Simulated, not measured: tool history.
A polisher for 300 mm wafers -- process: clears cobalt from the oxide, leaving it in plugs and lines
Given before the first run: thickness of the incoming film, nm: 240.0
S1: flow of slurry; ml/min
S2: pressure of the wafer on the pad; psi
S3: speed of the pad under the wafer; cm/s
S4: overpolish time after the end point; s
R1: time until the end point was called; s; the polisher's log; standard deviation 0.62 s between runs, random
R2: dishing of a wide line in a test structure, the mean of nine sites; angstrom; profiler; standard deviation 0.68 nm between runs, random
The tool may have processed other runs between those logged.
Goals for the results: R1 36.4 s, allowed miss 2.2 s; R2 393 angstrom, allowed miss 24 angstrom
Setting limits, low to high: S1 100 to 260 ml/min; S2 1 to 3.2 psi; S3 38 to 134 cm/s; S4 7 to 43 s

| run | hour | S1 | S2 | S3 | S4 | R1 | R2 |
|---|---|---|---|---|---|---|---|
| 1 | 0 | 165 | 2.1 | 86 | 22 | 60.394 | 399.23 |
| 2 | 1.4 | 165 | 1.9 | 86 | 22 | 63.073 | 394.19 |
| 3 | 7.2 | 200 | 1.9 | 86 | 22 | 63.752 | 398.33 |
| 4 | 13.4 | 225 | 1.9 | 86 | 22 | 61.467 | 400.61 |
| 5 | 22 | 225 | 2.1 | 88 | 19 | 58.581 | 397.13 |
| 6 | 24.6 | 225 | 2.1 | 102 | 19 | 48.463 | 413.04 |
| 7 | 30.8 | 225 | 2.1 | 102 | 19 | 48.546 | 417.3 |
| 8 | 38.5 | 225 | 2.3 | 104 | 16 | 43.947 | 405.14 |
| 9 | 47 | 225 | 2.4 | 104 | 15 | 43.019 | 404.19 |
| 10 | 52.2 | 225 | 2.8 | 108 | 8 | 37.38 | 330.45 |
| 11 | 52.8 | 225 | 2.8 | 108 | 9 | 36.82 | 356.63 |
| 12 | 59.3 | 225 | 2.8 | 108 | 10 | 36.875 | 367.81 |

Below are 5 possible settings for the next run. Only one of them brings all results inside the allowed miss of their targets. Which is it?
| A | 65.8 | 210 | 3.1 | 122 | 10 | ? | ? |
| B | 65.8 | 200 | 2.5 | 134 | 9 | ? | ? |
| C | 65.8 | 220 | 3.2 | 98 | 12 | ? | ? |
| D | 65.8 | 240 | 3.2 | 96 | 8 | ? | ? |
| E | 65.8 | 230 | 2.4 | 102 | 10 | ? | ? |

| move | R1 | R2 |
|---|---|---|
| A | 30.21 | 395.95 |
| B | 33.042 | 366.57 |
| C | 36.234 | 396.5 |
| D | 36.606 | 329.96 |
| E | 43.826 | 337.72 |
A: meets the target for the result that was furthest off, but another lies outside its allowed miss
B: moves away from the targets compared with the last run
C: hits every target within its allowed miss
D: moves away from the targets compared with the last run
E: moves away from the targets compared with the last run
So the answer is move C, the one that meets all the targets.
